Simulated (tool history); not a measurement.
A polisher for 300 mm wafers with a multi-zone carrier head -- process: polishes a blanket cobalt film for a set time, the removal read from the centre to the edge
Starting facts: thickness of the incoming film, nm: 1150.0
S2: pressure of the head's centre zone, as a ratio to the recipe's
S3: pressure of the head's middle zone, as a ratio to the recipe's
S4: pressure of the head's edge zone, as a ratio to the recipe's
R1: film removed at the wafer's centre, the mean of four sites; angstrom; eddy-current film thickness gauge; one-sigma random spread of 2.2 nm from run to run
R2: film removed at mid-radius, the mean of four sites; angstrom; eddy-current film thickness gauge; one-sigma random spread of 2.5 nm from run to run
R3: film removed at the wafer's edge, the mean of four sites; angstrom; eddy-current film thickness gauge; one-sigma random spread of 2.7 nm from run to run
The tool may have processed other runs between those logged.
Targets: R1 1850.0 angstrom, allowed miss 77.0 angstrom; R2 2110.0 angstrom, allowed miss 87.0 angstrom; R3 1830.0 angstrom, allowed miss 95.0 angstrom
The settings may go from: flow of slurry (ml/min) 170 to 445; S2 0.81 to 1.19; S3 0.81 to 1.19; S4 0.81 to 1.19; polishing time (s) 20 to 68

run 1 hour=0.0 | flow_of_slurry_(ml/min)=285 S2=1.00 S3=1.00 S4=1.00 polishing_time_(s)=44 | R1=1293.6 R2=1347.8 R3=1330.5
run 2 hour=1.9 | flow_of_slurry_(ml/min)=285 S2=1.00 S3=1.00 S4=1.00 polishing_time_(s)=50 | R1=1469.0 R2=1526.6 R3=1471.1
run 3 hour=3.3 | flow_of_slurry_(ml/min)=290 S2=1.01 S3=1.04 S4=1.03 polishing_time_(s)=53 | R1=1568.7 R2=1641.2 R3=1604.0
run 4 hour=5.3 | flow_of_slurry_(ml/min)=290 S2=1.01 S3=1.04 S4=1.08 polishing_time_(s)=53 | R1=1568.4 R2=1676.5 R3=1625.2
run 5 hour=8.1 | flow_of_slurry_(ml/min)=295 S2=1.02 S3=1.08 S4=1.06 polishing_time_(s)=55 | R1=1667.7 R2=1785.5 R3=1693.2
run 6 hour=8.7 | flow_of_slurry_(ml/min)=300 S2=1.02 S3=1.11 S4=1.05 polishing_time_(s)=56 | R1=1674.5 R2=1858.7 R3=1682.3
run 7 hour=17.6 | flow_of_slurry_(ml/min)=300 S2=1.03 S3=1.13 S4=1.06 polishing_time_(s)=57 | R1=1738.1 R2=1981.3 R3=1749.1
run 8 hour=20.6 | flow_of_slurry_(ml/min)=300 S2=1.03 S3=1.13 S4=1.06 polishing_time_(s)=57 | R1=1716.5 R2=1952.7 R3=1760.7
run 9 hour=21.4 | flow_of_slurry_(ml/min)=305 S2=1.04 S3=1.14 S4=1.06 polishing_time_(s)=57 | R1=1767.7 R2=1941.0 R3=1730.1
run 10 hour=28.1 | flow_of_slurry_(ml/min)=305 S2=1.04 S3=1.15 S4=1.06 polishing_time_(s)=58 | R1=1804.6 R2=2044.3 R3=1774.0
run 11 hour=31.6 | flow_of_slurry_(ml/min)=305 S2=1.04 S3=1.15 S4=1.07 polishing_time_(s)=58 | R1=1779.6 R2=1994.1 R3=1775.6

4 candidate next runs follow, results not yet known. Just one meets every target within its allowed miss. Identify it.
run A hour=35.1 | flow_of_slurry_(ml/min)=365 S2=1.05 S3=1.19 S4=1.08 polishing_time_(s)=59 | R1=? R2=? R3=?
run B hour=35.1 | flow_of_slurry_(ml/min)=285 S2=1.00 S3=1.13 S4=1.14 polishing_time_(s)=58 | R1=? R2=? R3=?
run C hour=35.1 | flow_of_slurry_(ml/min)=355 S2=1.12 S3=1.07 S4=1.05 polishing_time_(s)=58 | R1=? R2=? R3=?
run D hour=35.1 | flow_of_slurry_(ml/min)=250 S2=0.98 S3=1.19 S4=1.03 polishing_time_(s)=58 | R1=? R2=? R3=?

move=A R1=1862.0 R2=2155.9 R3=1827.8
move=B R1=1711.5 R2=1995.2 R3=1826.0
move=C R1=1948.0 R2=1930.3 R3=1772.3
move=D R1=1661.1 R2=2068.3 R3=1722.1
A: hits every target within its allowed miss
B: further off than the last run
C: further off than the last run
D: corrects the largest miss of the last run, while another result sits out of spec
Correct choice: A, which meets every target
